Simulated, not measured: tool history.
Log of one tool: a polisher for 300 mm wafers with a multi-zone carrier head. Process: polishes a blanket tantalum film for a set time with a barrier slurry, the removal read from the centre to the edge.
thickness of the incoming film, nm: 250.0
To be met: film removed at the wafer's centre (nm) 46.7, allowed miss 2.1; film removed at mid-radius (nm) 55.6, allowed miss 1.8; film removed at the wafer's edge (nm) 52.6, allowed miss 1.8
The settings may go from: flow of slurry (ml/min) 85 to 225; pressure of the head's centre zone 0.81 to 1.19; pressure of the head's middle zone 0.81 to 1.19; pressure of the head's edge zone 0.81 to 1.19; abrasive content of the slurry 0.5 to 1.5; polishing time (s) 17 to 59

| run | day | flow of slurry (ml/min) | pressure of the head's centre zone | pressure of the head's middle zone | pressure of the head's edge zone | abrasive content of the slurry | polishing time (s) | film removed at the wafer's centre (nm) | film removed at mid-radius (nm) | film removed at the wafer's edge (nm) |
|---|---|---|---|---|---|---|---|---|---|---|
| 1 | 0 | 145 | 1 | 1 | 1 | 1 | 38 | 42.25 | 45.721 | 43.103 |
| 2 | 0.196 | 145 | 1 | 1 | 1 | 1 | 46 | 53.183 | 54.883 | 52.573 |
| 3 | 0.396 | 165 | 1 | 1 | 1 | 1 | 46 | 53.892 | 56.419 | 53.457 |
| 4 | 0.725 | 160 | 0.97 | 1 | 1 | 1 | 46 | 51.325 | 55.51 | 52.678 |
| 5 | 0.862 | 160 | 0.97 | 1 | 1 | 0.9 | 46 | 49.101 | 53.426 | 50.203 |
| 6 | 1.212 | 160 | 0.97 | 1 | 1 | 0.8 | 46 | 45.884 | 50.333 | 47.062 |
| 7 | 1.3 | 165 | 0.96 | 1.01 | 1.03 | 0.8 | 46 | 46.705 | 50.62 | 48.043 |
| 8 | 1.562 | 190 | 0.86 | 1.08 | 1.11 | 0.9 | 46 | 46.503 | 58.966 | 54.845 |
| 9 | 1.608 | 185 | 0.87 | 1.07 | 1.1 | 0.9 | 46 | 45.227 | 58.624 | 53.173 |

5 next moves are on the table. One of them brings every result within its allowed miss. Which?
| A | 1.654 | 190 | 0.82 | 1.02 | 1.19 | 0.75 | 52 | ? | ? | ? |
| B | 1.654 | 180 | 0.83 | 1.13 | 1.1 | 0.9 | 49 | ? | ? | ? |
| C | 1.654 | 150 | 0.95 | 1.19 | 1.09 | 0.9 | 47 | ? | ? | ? |
| D | 1.654 | 175 | 0.91 | 1.04 | 1.08 | 0.95 | 45 | ? | ? | ? |
| E | 1.654 | 160 | 0.9 | 1.03 | 1.11 | 0.85 | 45 | ? | ? | ? |

| move | film removed at the wafer's centre (nm) | film removed at mid-radius (nm) | film removed at the wafer's edge (nm) |
|---|---|---|---|
| A | 42.941 | 57.535 | 57.84 |
| B | 44.818 | 64.819 | 57.366 |
| C | 47.198 | 63.13 | 53.594 |
| D | 45.686 | 56.564 | 53.389 |
| E | 42.238 | 52.496 | 50.852 |
A: further off than the last run
B: further off than the last run
C: further off than the last run
D: meets every target
E: takes the result that was furthest off past its target
Answer: D
